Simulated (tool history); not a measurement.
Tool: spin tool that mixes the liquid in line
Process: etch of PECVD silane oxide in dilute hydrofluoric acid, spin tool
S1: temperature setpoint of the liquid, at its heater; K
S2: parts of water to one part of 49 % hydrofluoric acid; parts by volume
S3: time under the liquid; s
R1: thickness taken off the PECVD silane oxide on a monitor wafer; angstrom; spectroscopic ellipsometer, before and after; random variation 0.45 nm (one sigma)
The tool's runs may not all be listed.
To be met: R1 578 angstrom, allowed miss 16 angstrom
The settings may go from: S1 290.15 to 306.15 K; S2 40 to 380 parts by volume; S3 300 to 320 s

run  hour      S1   S2   S3      R1
  1     0  298.15  210  300  244.33
  2   1.2  298.15  280  300  170.93
  3   6.5  296.15  280  300  156.98
  4  14.3  293.15  280  300  144.32
  5  17.7  291.15  280  300  132.86
  6  25.1  293.15  255  300  160.37
  7  30.4  294.65  230  300  191.86
     33.9  -- hydrofluoric acid flow meter replaced
  8  33.9  298.65  145  300  453.76
  9  38.4  298.65  145  300  453.19
 10  40.5  299.65  145  300  477.27
 11    46  300.15  145  300  478.19

5 next moves are on the table. One of them brings every result within its allowed miss. Which?
  A  51.5  298.15  165  315   ?
  B  51.5  300.15  130  320   ?
  C  51.5  293.65  150  310   ?
  D  51.5  303.65  165  320   ?
  E  51.5  301.65  135  300   ?

move      R1
   A  400.21
   B  580.15
   C  370.35
   D  496.62
   E  550.35
A: further off than the last run
B: meets every target
C: further off than the last run
D: nearer than the last run, and not there yet
E: nearer than the last run, and not there yet
The right move is B.

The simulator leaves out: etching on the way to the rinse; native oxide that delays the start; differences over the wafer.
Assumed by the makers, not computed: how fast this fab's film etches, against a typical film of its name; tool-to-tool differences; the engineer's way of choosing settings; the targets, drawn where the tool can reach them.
